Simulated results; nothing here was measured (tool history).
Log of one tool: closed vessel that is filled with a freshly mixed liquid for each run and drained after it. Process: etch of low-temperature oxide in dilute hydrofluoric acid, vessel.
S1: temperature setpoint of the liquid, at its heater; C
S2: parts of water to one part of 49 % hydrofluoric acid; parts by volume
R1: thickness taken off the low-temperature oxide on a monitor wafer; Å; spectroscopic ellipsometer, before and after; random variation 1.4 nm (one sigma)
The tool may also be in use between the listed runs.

Run 1, hour 0: S1 25 C, S2 140 parts by volume, time in the liquid (s) 655. Result: R1 577.37 Å.
Run 2, hour 1.2: S1 25 C, S2 160 parts by volume, time in the liquid (s) 655. Result: R1 488.44 Å.
Run 3, hour 7.8: S1 25 C, S2 160 parts by volume, time in the liquid (s) 655. Result: R1 487.48 Å.
Run 4, hour 13.3: S1 27 C, S2 130 parts by volume, time in the liquid (s) 655. Result: R1 674.29 Å.
Run 5, hour 15.4: S1 28.5 C, S2 105 parts by volume, time in the liquid (s) 655. Result: R1 916.55 Å.
Run 6, hour 18.2: S1 28.5 C, S2 105 parts by volume, time in the liquid (s) 710. Result: R1 981.89 Å.
Run 7, hour 27.6: S1 29.5 C, S2 95 parts by volume, time in the liquid (s) 710. Result: R1 1138 Å.

Run 8 comes next. What will it give?
Run 8, hour 29.7: S1 30.5 C, S2 90 parts by volume, time in the liquid (s) 710. Result: R1 ?.

Run 8 gave R1 1266.9 Å.
